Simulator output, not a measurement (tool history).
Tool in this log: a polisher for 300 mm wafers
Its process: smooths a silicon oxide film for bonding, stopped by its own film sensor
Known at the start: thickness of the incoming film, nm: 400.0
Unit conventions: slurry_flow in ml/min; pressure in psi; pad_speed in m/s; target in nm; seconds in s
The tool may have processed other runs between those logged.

run 1 hour=0.0 | slurry_flow=195 pressure=2.4 pad_speed=1.04 slurry_solids=1.0 target=356 | seconds=48.285
run 2 hour=2.6 | slurry_flow=195 pressure=2.3 pad_speed=1.04 slurry_solids=1.0 target=356 | seconds=50.617
run 3 hour=8.8 | slurry_flow=195 pressure=2.9 pad_speed=1.04 slurry_solids=1.0 target=356 | seconds=40.448
run 4 hour=11.4 | slurry_flow=195 pressure=3.4 pad_speed=1.04 slurry_solids=1.0 target=356 | seconds=34.400
run 5 hour=16.1 | slurry_flow=195 pressure=3.4 pad_speed=1.04 slurry_solids=1.2 target=356 | seconds=31.446
run 6 hour=18.8 | slurry_flow=195 pressure=3.4 pad_speed=1.26 slurry_solids=1.2 target=356 | seconds=27.476
run 7 hour=23.5 | slurry_flow=195 pressure=3.1 pad_speed=1.24 slurry_solids=1.2 target=356 | seconds=30.287
run 8 hour=29.4 | slurry_flow=185 pressure=2.5 pad_speed=1.12 slurry_solids=1.2 target=356 | seconds=40.499

Predict the results of run 9:
run 9 hour=33.3 | slurry_flow=185 pressure=2.3 pad_speed=1.12 slurry_solids=1.2 target=356 | seconds=?

seconds: 43.704 s
